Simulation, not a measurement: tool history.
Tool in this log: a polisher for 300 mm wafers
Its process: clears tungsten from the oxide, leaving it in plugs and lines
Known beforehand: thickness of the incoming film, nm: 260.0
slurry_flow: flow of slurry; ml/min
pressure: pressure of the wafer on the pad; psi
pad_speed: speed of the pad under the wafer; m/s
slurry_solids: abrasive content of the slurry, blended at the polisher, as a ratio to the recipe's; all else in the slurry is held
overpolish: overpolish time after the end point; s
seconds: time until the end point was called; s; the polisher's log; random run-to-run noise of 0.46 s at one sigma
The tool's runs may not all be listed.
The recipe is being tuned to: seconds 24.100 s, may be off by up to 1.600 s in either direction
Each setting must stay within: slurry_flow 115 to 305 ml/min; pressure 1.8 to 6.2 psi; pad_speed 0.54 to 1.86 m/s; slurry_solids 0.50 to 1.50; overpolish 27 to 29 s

| run | hour | slurry_flow | pressure | pad_speed | slurry_solids | overpolish | seconds |
|---|---|---|---|---|---|---|---|
| 1 | 0.0 | 195 | 4.0 | 1.18 | 1.00 | 27 | 46.345 |
| 2 | 4.7 | 195 | 4.4 | 1.22 | 1.00 | 27 | 40.603 |
| 3 | 9.0 | 195 | 4.4 | 1.22 | 1.00 | 27 | 39.730 |
| 4 | 17.2 | 195 | 4.7 | 1.24 | 1.00 | 27 | 37.634 |
| 5 | 21.7 | 195 | 5.0 | 1.28 | 1.00 | 27 | 34.677 |
| 6 | 22.6 | 195 | 5.0 | 1.28 | 1.00 | 27 | 33.102 |
| 7 | 28.2 | 195 | 5.2 | 1.30 | 1.00 | 27 | 31.876 |
|  | 35.6 | worn pad replaced by a new one |
| 8 | 35.6 | 195 | 5.4 | 1.32 | 1.00 | 27 | 26.803 |
| 9 | 43.7 | 195 | 5.5 | 1.32 | 1.00 | 27 | 27.913 |

Consider the 4 candidate settings below. Which is the only one whose results all fall within their allowed miss of target?
| A | 51.8 | 145 | 5.7 | 1.02 | 1.20 | 27 | ? |
| B | 51.8 | 130 | 5.1 | 1.32 | 1.00 | 28 | ? |
| C | 51.8 | 200 | 6.0 | 1.34 | 1.10 | 27 | ? |
| D | 51.8 | 135 | 6.1 | 1.14 | 0.75 | 29 | ? |

| move | seconds |
|---|---|
| A | 33.889 |
| B | 31.279 |
| C | 23.796 |
| D | 31.679 |
A: its largest miss is bigger than the last run's
B: its largest miss is bigger than the last run's
C: all results land within tolerance of their targets
D: its largest miss is bigger than the last run's
Move C is the one to make.
